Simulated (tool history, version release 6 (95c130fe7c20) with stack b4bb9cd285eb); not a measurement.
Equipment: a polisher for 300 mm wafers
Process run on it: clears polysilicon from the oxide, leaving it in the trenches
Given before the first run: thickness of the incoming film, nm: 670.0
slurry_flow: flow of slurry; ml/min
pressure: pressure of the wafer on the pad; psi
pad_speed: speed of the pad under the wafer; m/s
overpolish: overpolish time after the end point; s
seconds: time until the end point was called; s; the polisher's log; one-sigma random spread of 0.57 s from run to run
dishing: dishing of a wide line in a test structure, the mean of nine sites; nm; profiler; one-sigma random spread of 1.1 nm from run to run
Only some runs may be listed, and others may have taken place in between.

run 1 hour=0 | slurry_flow=260 pressure=3 pad_speed=0.84 overpolish=20 | seconds=44.735 dishing=45.662
run 2 hour=2.3 | slurry_flow=260 pressure=2.6 pad_speed=0.84 overpolish=20 | seconds=51.03 dishing=46.955
run 3 hour=10 | slurry_flow=260 pressure=2.6 pad_speed=0.84 overpolish=12 | seconds=51.513 dishing=44.592
run 4 hour=15.1 | slurry_flow=305 pressure=2.6 pad_speed=0.84 overpolish=12 | seconds=50.976 dishing=45.475
run 5 hour=17.5 | slurry_flow=305 pressure=2.6 pad_speed=0.84 overpolish=6 | seconds=50.933 dishing=36.174
run 6 hour=26.1 | slurry_flow=305 pressure=3.2 pad_speed=0.84 overpolish=6 | seconds=41.53 dishing=38.716
run 7 hour=27.2 | slurry_flow=305 pressure=3 pad_speed=0.84 overpolish=8 | seconds=43.746 dishing=43.058
run 8 hour=29 | slurry_flow=305 pressure=2.8 pad_speed=0.84 overpolish=10 | seconds=47.161 dishing=43.104

Run 9 comes next. What will it give?
run 9 hour=31.7 | slurry_flow=305 pressure=2.7 pad_speed=0.84 overpolish=11 | seconds=? dishing=?

For run 9 the tool returned seconds 48.632 s, dishing 45.085 nm.
